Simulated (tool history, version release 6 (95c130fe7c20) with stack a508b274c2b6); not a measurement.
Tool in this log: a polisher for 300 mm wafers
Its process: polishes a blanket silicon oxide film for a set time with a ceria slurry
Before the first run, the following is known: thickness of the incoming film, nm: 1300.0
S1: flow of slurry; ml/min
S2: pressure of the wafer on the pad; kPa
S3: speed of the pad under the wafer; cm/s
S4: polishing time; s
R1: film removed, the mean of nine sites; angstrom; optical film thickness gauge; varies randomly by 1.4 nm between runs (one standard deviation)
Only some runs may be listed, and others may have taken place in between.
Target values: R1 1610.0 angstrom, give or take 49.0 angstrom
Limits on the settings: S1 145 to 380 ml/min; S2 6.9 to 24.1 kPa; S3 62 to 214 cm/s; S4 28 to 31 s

run,hour,S1,S2,S3,S4,R1
1,0.0,245,15.2,138,31,1204.8
2,5.9,265,15.2,138,31,1202.8
3,14.7,265,18.6,138,31,1407.9
4,21.1,265,19.3,138,31,1489.1
5,22.2,265,20.0,138,31,1508.0
6,30.6,265,20.0,116,31,1292.7
7,31.5,275,24.1,118,31,1538.8
8,34.4,275,24.1,120,31,1553.3

Below are 4 possible settings for the next run. Only one of them brings all results inside the allowed miss of their targets. Which is it?
A,37.3,225,24.1,122,28,?
B,37.3,265,23.4,108,31,?
C,37.3,255,22.8,122,31,?
D,37.3,205,24.1,128,31,?

move,R1
A,1368.6
B,1357.9
C,1463.1
D,1562.6
A: the biggest miss grows against the last run
B: the biggest miss grows against the last run
C: the biggest miss grows against the last run
D: every result lands within tolerance
D is the move that brings every result within its allowed miss.
